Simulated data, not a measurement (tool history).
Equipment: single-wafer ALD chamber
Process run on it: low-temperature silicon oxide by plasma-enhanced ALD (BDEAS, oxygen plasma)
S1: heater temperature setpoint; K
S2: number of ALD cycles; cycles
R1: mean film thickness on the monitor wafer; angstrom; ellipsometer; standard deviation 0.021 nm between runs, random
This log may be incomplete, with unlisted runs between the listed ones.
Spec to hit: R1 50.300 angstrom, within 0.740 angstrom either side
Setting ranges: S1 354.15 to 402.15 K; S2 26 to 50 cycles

run,day,S1,S2,R1
1,0.000,378.15,38,58.492
2,0.154,368.15,38,59.977
3,0.404,368.15,42,66.683
4,0.721,377.15,42,65.272
5,0.771,385.15,42,64.208
6,0.833,379.15,42,64.861
7,0.942,379.15,42,64.860
8,0.996,381.15,41,62.897
9,1.054,382.15,40,61.192
10,1.271,382.15,40,61.349
11,1.492,383.15,39,59.983
12,1.571,384.15,38,58.672
13,1.700,384.15,37,56.952
14,1.904,385.15,36,54.969
15,2.204,395.15,33,49.583

Below are 4 possible settings for the next run. Only one of them brings all results inside the allowed miss of their targets. Which is it?
A,2.504,395.15,32,?
B,2.504,388.15,32,?
C,2.504,400.15,33,?
D,2.504,401.15,34,?

move,R1
A,48.165
B,48.720
C,49.261
D,50.669
A: moves away from the targets compared with the last run
B: moves away from the targets compared with the last run
C: moves away from the targets compared with the last run
D: each result inside its tolerance
Answer: D
